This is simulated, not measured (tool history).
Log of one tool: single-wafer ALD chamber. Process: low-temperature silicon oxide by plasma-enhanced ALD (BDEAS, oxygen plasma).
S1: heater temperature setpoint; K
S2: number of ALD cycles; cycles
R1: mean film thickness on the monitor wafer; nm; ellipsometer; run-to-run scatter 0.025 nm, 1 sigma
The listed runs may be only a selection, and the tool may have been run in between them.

Run 1, hour 0: S1 378.15 K, S2 61 cycles. Result: R1 7.9622 nm.
Run 2, hour 7.2: S1 376.15 K, S2 62 cycles. Result: R1 8.1639 nm.
Run 3, hour 11.1: S1 374.15 K, S2 63 cycles. Result: R1 8.2881 nm.
Run 4, hour 13.6: S1 373.15 K, S2 64 cycles. Result: R1 8.4338 nm.
Run 5, hour 17.2: S1 373.15 K, S2 60 cycles. Result: R1 7.9245 nm.
Run 6, hour 24.4: S1 373.15 K, S2 68 cycles. Result: R1 8.9725 nm.

Estimate the outcome of run 7 from the log above:
Run 7, hour 25.7: S1 373.15 K, S2 68 cycles. Result: R1 ?.

R1: 8.9618 nm
